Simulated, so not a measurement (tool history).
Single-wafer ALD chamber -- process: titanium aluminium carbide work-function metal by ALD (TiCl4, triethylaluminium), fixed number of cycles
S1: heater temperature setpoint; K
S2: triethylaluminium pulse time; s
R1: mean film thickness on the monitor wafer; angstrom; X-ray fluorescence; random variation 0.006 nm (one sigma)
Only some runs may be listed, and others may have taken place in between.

run	day	S1	S2	R1
1	0	583.15	10.52	18.997
2	0.371	579.15	9.93	18.38
3	0.442	579.15	12.48	19.121
4	0.567	576.15	11.97	18.887
5	0.829	573.15	11.24	18.476
# day 1.121: triethylaluminium bottle replaced
6	1.121	571.15	10.72	19.18
7	1.2	579.15	9.64	19.572
8	1.567	576.15	11.31	19.693
9	1.821	584.15	9.39	19.851
10	1.975	578.15	10.42	19.674
11	2.1	573.15	12.16	19.429

Expected results for the next run?
12	2.358	561.15	8.79	?

R1: 18.168 angstrom
